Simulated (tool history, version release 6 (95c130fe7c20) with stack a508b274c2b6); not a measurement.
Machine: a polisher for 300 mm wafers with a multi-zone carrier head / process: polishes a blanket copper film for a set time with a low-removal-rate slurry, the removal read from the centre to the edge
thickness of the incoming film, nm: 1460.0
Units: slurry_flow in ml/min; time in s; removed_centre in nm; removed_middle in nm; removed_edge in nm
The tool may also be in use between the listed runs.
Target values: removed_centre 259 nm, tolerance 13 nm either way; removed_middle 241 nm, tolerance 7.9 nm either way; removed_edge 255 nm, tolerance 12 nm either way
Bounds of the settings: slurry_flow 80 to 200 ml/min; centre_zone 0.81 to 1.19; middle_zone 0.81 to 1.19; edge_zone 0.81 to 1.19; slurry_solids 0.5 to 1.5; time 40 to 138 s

run	day	slurry_flow	centre_zone	middle_zone	edge_zone	slurry_solids	time	removed_centre	removed_middle	removed_edge
1	0	130	1	1	1	1	88	320.75	318.91	319.4
2	0.188	130	1	1	1.06	1	88	323.26	317.94	321.61
3	0.308	125	1	0.99	1.05	0.9	86	303.63	297.22	301.55
4	0.462	120	1	0.97	1.04	0.8	86	300.98	287.17	297.58
5	0.625	115	1	0.96	1.04	0.75	84	283.2	269.35	282.06
6	0.896	100	1	0.96	1.04	0.75	84	266.42	255.06	272.86
7	1.017	95	1.01	0.96	1.03	0.7	84	264.44	250.31	266.26
8	1.308	95	1.02	0.96	1.02	0.7	84	265.14	256.11	265.68
9	1.542	95	1.03	0.95	1.02	0.7	84	267.49	250.99	269.04
10	1.679	85	1.03	0.94	0.97	0.6	83	251.84	228.8	241.4

Of the 5 settings listed for the next run, only one would bring every result within its allowed miss of target. Which one?
A	1.817	85	0.96	0.94	0.99	0.6	85	?	?	?
B	1.817	105	0.98	0.9	0.92	0.7	83	?	?	?
C	1.817	95	1.1	0.98	0.84	0.5	78	?	?	?
D	1.817	90	1.1	0.95	0.93	0.5	78	?	?	?
E	1.817	95	1.09	0.98	0.9	0.6	76	?	?	?

move	removed_centre	removed_middle	removed_edge
A	233.51	231.5	252.07
B	260.13	240.72	256.22
C	250.6	222.57	213.86
D	244.99	212.68	221.27
E	249.01	223.2	221.26
A: moves away from the targets compared with the last run
B: each result inside its tolerance
C: moves away from the targets compared with the last run
D: moves away from the targets compared with the last run
E: moves away from the targets compared with the last run
So the answer is move B, the one that meets all the targets.

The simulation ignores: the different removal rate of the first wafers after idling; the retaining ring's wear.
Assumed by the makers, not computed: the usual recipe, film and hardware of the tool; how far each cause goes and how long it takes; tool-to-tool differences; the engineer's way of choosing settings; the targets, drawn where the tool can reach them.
